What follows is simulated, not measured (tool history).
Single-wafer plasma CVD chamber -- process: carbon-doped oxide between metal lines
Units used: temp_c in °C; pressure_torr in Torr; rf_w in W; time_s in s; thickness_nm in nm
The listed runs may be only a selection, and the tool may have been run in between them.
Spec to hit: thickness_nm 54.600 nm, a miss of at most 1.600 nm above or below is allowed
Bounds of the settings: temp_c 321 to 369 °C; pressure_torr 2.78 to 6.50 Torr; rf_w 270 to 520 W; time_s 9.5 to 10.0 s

run	hour	temp_c	pressure_torr	rf_w	time_s	thickness_nm
1	0.0	345	4.64	395	10.0	45.012
2	7.6	344	4.71	405	10.0	45.853
3	15.6	339	4.71	405	10.0	47.049
4	21.5	338	4.77	410	10.0	47.642
5	26.1	337	4.82	415	10.0	48.245
6	28.8	337	4.82	415	9.5	46.058
7	31.0	336	4.85	425	9.5	46.900
8	36.5	336	4.88	435	9.5	48.024

Exercise: of the 5 proposed moves below, exactly one satisfies all targets within the stated allowed misses. Which move is it?
A	42.0	342	4.98	370	9.5	?
B	42.0	336	5.06	440	10.0	?
C	42.0	325	5.93	390	10.0	?
D	42.0	332	3.79	500	10.0	?
E	42.0	334	4.73	480	9.5	?

move	thickness_nm
A	41.461
B	51.040
C	49.792
D	53.839
E	51.306
A: lands further from the targets than the last run did
B: moves toward the targets from the last run without getting all of them in spec
C: moves toward the targets from the last run without getting all of them in spec
D: every result lands within tolerance
E: moves toward the targets from the last run without getting all of them in spec
Answer: D

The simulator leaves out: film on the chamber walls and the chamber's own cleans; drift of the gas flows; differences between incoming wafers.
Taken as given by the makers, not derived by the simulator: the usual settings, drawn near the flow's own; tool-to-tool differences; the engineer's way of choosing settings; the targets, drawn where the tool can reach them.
